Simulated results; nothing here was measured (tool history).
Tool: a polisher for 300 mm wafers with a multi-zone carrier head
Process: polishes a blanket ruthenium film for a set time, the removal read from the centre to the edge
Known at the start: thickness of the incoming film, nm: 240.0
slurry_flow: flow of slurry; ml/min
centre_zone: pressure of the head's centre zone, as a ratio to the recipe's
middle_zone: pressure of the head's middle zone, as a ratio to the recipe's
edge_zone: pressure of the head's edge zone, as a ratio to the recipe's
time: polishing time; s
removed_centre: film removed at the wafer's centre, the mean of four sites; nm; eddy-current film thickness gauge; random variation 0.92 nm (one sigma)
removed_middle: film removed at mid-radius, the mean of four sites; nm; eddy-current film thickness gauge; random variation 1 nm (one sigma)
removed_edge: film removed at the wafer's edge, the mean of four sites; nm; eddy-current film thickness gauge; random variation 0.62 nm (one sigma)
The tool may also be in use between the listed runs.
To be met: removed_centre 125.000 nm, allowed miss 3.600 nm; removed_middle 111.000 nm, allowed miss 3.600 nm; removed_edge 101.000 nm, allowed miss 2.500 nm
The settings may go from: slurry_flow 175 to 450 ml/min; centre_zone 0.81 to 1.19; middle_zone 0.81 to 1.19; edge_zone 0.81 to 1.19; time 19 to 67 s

Run 1, hour 0.0: slurry_flow 290 ml/min, centre_zone 1.00, middle_zone 1.00, edge_zone 1.00, time 43 s. Result: removed_centre 97.507 nm, removed_middle 97.058 nm, removed_edge 95.889 nm.
Run 2, hour 0.6: slurry_flow 290 ml/min, centre_zone 1.00, middle_zone 1.00, edge_zone 1.00, time 51 s. Result: removed_centre 116.790 nm, removed_middle 115.100 nm, removed_edge 112.860 nm.
Run 3, hour 2.9: slurry_flow 290 ml/min, centre_zone 1.00, middle_zone 1.00, edge_zone 0.92, time 51 s. Result: removed_centre 115.410 nm, removed_middle 115.660 nm, removed_edge 108.020 nm.
Run 4, hour 5.4: slurry_flow 290 ml/min, centre_zone 1.01, middle_zone 1.00, edge_zone 0.91, time 51 s. Result: removed_centre 117.020 nm, removed_middle 115.200 nm, removed_edge 108.760 nm.
Run 5, hour 8.7: slurry_flow 225 ml/min, centre_zone 1.01, middle_zone 1.00, edge_zone 0.91, time 51 s. Result: removed_centre 112.760 nm, removed_middle 113.190 nm, removed_edge 106.030 nm.
Run 6, hour 17.6: slurry_flow 230 ml/min, centre_zone 1.02, middle_zone 1.00, edge_zone 0.90, time 51 s. Result: removed_centre 115.470 nm, removed_middle 113.450 nm, removed_edge 105.720 nm.
Run 7, hour 20.6: slurry_flow 230 ml/min, centre_zone 1.02, middle_zone 1.00, edge_zone 0.90, time 51 s. Result: removed_centre 113.770 nm, removed_middle 115.050 nm, removed_edge 107.310 nm.
Run 8, hour 24.1: slurry_flow 245 ml/min, centre_zone 1.03, middle_zone 1.00, edge_zone 0.89, time 51 s. Result: removed_centre 117.140 nm, removed_middle 115.980 nm, removed_edge 106.880 nm.
Run 9, hour 31.4: slurry_flow 250 ml/min, centre_zone 1.04, middle_zone 1.00, edge_zone 0.88, time 51 s. Result: removed_centre 117.280 nm, removed_middle 114.660 nm, removed_edge 106.460 nm.

4 next moves are on the table. One of them brings every result within its allowed miss. Which?
Run A, hour 38.7: slurry_flow 250 ml/min, centre_zone 1.19, middle_zone 1.19, edge_zone 0.81, time 47 s. Result: removed_centre ?, removed_middle ?, removed_edge ?.
Run B, hour 38.7: slurry_flow 255 ml/min, centre_zone 1.08, middle_zone 0.89, edge_zone 0.99, time 49 s. Result: removed_centre ?, removed_middle ?, removed_edge ?.
Run C, hour 38.7: slurry_flow 275 ml/min, centre_zone 1.05, middle_zone 0.89, edge_zone 0.81, time 56 s. Result: removed_centre ?, removed_middle ?, removed_edge ?.
Run D, hour 38.7: slurry_flow 310 ml/min, centre_zone 1.19, middle_zone 1.05, edge_zone 0.95, time 46 s. Result: removed_centre ?, removed_middle ?, removed_edge ?.

move  removed_centre  removed_middle  removed_edge
   A         124.100         121.960        94.818
   B         118.250          99.672       107.580
   C         132.940         114.950       114.390
   D         124.570         109.760       100.700
A: takes the result that was furthest off past its target
B: further off than the last run
C: further off than the last run
D: meets every target
Move D is the one to make.

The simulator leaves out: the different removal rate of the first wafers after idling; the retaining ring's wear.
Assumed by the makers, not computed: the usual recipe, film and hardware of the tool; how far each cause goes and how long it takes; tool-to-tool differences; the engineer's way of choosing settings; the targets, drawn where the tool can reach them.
